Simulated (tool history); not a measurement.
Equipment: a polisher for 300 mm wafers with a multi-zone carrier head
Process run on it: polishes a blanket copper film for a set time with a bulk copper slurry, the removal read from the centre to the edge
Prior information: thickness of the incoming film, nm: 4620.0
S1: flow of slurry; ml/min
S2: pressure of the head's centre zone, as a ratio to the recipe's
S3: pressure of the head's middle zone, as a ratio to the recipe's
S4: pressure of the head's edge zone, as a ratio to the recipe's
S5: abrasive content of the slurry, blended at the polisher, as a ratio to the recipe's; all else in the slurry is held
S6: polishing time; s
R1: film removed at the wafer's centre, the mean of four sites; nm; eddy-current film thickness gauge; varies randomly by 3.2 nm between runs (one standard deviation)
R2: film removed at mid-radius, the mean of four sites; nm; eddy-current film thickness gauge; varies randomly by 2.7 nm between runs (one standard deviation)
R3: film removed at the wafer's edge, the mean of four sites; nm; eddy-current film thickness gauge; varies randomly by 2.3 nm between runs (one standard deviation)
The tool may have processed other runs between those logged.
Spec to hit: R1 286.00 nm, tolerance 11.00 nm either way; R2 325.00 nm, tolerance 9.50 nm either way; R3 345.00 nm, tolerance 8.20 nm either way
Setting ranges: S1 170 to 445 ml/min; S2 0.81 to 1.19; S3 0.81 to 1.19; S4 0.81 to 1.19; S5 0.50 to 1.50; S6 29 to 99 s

| run | hour | S1 | S2 | S3 | S4 | S5 | S6 | R1 | R2 | R3 |
|---|---|---|---|---|---|---|---|---|---|---|
| 1 | 0.0 | 285 | 1.00 | 1.00 | 1.00 | 1.00 | 64 | 326.42 | 328.63 | 332.29 |
| 2 | 3.1 | 285 | 1.07 | 1.00 | 1.00 | 1.00 | 64 | 348.08 | 331.78 | 337.62 |
| 3 | 9.0 | 285 | 1.03 | 1.00 | 1.00 | 1.00 | 64 | 343.98 | 328.13 | 335.01 |
| 4 | 9.7 | 285 | 1.03 | 1.00 | 1.00 | 1.00 | 73 | 387.63 | 381.79 | 380.66 |
| 5 | 13.6 | 285 | 1.03 | 1.00 | 0.95 | 1.00 | 73 | 381.53 | 373.83 | 374.76 |
| 6 | 15.9 | 285 | 1.03 | 1.00 | 0.95 | 1.00 | 60 | 314.04 | 311.36 | 306.41 |
| 7 | 19.2 | 320 | 0.93 | 1.01 | 1.05 | 1.10 | 60 | 296.40 | 318.14 | 334.35 |
| 8 | 26.7 | 325 | 0.92 | 1.01 | 1.06 | 1.10 | 60 | 296.34 | 322.48 | 333.41 |

Which one of the following 4 next-run settings gets every result inside its allowed miss? There is exactly one.
| A | 34.2 | 345 | 0.94 | 1.11 | 1.06 | 1.00 | 59 | ? | ? | ? |
| B | 34.2 | 345 | 0.86 | 1.00 | 1.11 | 1.20 | 59 | ? | ? | ? |
| C | 34.2 | 425 | 0.81 | 1.00 | 1.12 | 1.10 | 59 | ? | ? | ? |
| D | 34.2 | 275 | 1.00 | 0.97 | 1.05 | 0.95 | 61 | ? | ? | ? |

| move | R1 | R2 | R3 |
|---|---|---|---|
| A | 299.35 | 338.04 | 322.71 |
| B | 288.97 | 327.53 | 345.64 |
| C | 272.86 | 325.96 | 344.05 |
| D | 314.71 | 304.73 | 322.57 |
A: misses by more than the last run did
B: each result inside its tolerance
C: brings the last run's worst result on target, with another outside its allowed miss
D: misses by more than the last run did
So the answer is move B, the one that meets all the targets.
